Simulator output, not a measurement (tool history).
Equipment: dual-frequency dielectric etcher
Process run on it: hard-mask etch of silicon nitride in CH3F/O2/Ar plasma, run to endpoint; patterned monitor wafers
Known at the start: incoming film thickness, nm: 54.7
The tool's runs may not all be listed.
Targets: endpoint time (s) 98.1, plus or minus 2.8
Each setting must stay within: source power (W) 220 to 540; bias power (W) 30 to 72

run    day  source power (W)  bias power (W)  endpoint time (s)
  1      0               380              51             84.121
  2  0.233               340              49             91.722
  3  0.408               340              54             88.878
  4  0.538               320              53             90.411
  5    0.9               350              53             87.557
  6  1.008               330              52             90.997
  7  1.146               330              52             89.984
  8  1.458               310              51               91.4

Which of these 5 next moves meets every target?
  A  1.771               310              60                  ?
  B  1.771               340              46                  ?
  C  1.771               410              62                  ?
  D  1.771               360              55                  ?
  E  1.771               300              46                  ?

move  endpoint time (s)
   A              88.08
   B             92.011
   C             77.192
   D             84.858
   E             97.314
A: further off than the last run
B: nearer than the last run, and not there yet
C: further off than the last run
D: further off than the last run
E: every result within its allowed miss
So the answer is move E, the one that meets all the targets.

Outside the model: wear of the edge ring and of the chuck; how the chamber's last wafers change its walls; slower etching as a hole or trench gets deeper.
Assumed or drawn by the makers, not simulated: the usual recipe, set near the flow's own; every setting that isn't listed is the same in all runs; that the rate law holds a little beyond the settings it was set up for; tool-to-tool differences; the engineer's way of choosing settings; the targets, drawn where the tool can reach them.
